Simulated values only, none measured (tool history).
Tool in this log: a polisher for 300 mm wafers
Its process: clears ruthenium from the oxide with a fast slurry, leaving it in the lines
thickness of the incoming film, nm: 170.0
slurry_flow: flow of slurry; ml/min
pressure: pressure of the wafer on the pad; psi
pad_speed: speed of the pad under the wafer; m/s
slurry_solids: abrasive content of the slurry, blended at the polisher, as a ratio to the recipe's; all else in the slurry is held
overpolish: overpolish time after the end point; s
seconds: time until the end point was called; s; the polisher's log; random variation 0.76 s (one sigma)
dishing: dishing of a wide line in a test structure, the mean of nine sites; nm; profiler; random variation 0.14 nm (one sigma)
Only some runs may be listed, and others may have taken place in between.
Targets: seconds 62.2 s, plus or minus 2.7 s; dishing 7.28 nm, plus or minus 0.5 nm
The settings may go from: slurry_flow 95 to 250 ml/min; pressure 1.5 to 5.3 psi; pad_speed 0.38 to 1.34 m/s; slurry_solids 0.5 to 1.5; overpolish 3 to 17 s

run  hour  slurry_flow  pressure  pad_speed  slurry_solids  overpolish  seconds  dishing
  1     0          160       3.4       0.86              1           9   47.194   27.752
  2   6.7          160       3.2       0.86              1           8    48.54   23.835
  3  10.4          160       3.2       0.86              1           5   48.498   15.212
  4    15          160       3.6       0.86              1           5   44.048   16.323
  5  18.1          160       3.6       0.86              1           7   44.809   23.844
  6  24.9          160       3.6       0.86           0.85           7   47.323   21.526
  7  25.5          155       3.2       0.88            0.9           6   49.821   17.735
  8  27.7          155       3.2       0.88            0.9           6   50.039   17.121
  9  28.9          160       2.2       0.86            0.9           3    67.98   6.8987
 10  35.3          165       2.2       0.86            0.9           3   66.857   6.9402
 11  39.8          165       2.2       0.86            0.9           3    65.32    6.835

4 next moves are on the table. One of them brings every result within its allowed miss. Which?
  A  44.3          140       2.5        0.8            1.4           3        ?        ?
  B  44.3          200       2.4       0.92              1           3        ?        ?
  C  44.3          150       2.5       0.98            0.9           3        ?        ?
  D  44.3          170       2.2       0.84           1.05           3        ?        ?

move  seconds  dishing
   A   56.166   8.1442
   B   54.722   8.3544
   C   55.088      8.3
   D   63.321    7.242
A: carries the result that was furthest off beyond its target, to the other side
B: carries the result that was furthest off beyond its target, to the other side
C: carries the result that was furthest off beyond its target, to the other side
D: each result inside its tolerance
D meets every target.
